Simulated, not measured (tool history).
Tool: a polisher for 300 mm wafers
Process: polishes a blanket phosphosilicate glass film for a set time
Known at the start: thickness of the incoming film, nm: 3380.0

run,hour,flow of slurry (ml/min),pressure of the wafer on the pad (psi),speed of the pad under the wafer (m/s),abrasive content of the slurry,polishing time (s),film removed (nm)
1,0,230,3.9,1.06,1,95,1052.1
2,5.5,235,4.1,1.06,1,95,1106.2
3,7.7,240,4.3,1.06,1,95,1143.4
4,12.8,240,4.5,1.06,1,95,1208.1
5,13.6,240,4.7,1.06,1,95,1261.5
6,14.3,240,4.8,1.06,1,95,1263.2
7,15.5,245,4.9,1.06,1,95,1306
8,21.6,245,5,1.06,1,95,1331.8
9,30.3,245,5.1,1.06,1,95,1348.3
10,36.4,250,5.2,1.06,1,95,1380

Run 11 comes next. What will it give?
11,44.9,250,5.3,1.06,1,95,?

Run 11 gave film removed (nm) 1411.8.
